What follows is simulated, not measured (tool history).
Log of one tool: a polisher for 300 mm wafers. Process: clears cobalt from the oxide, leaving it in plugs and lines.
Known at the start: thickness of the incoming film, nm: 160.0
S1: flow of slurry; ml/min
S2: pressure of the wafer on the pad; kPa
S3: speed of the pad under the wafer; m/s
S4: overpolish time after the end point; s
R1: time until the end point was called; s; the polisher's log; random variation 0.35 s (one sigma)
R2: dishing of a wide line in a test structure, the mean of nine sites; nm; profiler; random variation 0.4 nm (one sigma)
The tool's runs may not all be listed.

| run | hour | S1 | S2 | S3 | S4 | R1 | R2 |
|---|---|---|---|---|---|---|---|
| 1 | 0 | 160 | 10.3 | 1.14 | 8 | 34.745 | 22.155 |
| 2 | 4.8 | 160 | 11.7 | 1.16 | 8 | 30.712 | 23.336 |
| 3 | 10.6 | 160 | 13.1 | 1.18 | 8 | 27.897 | 24.785 |
| 4 | 18.6 | 160 | 14.5 | 1.18 | 8 | 26.042 | 26.44 |
| 5 | 20.3 | 160 | 14.5 | 1.18 | 11 | 25.188 | 29.728 |
| 6 | 22.6 | 160 | 15.2 | 1.22 | 10 | 23.572 | 29.709 |
| 7 | 29.3 | 160 | 15.2 | 1.24 | 10 | 23.098 | 29.485 |

The next listed run, before its measurement:
| 8 | 34.8 | 160 | 15.2 | 1.26 | 10 | ? | ? |

R1: 22.607 s
R2: 30.11 nm
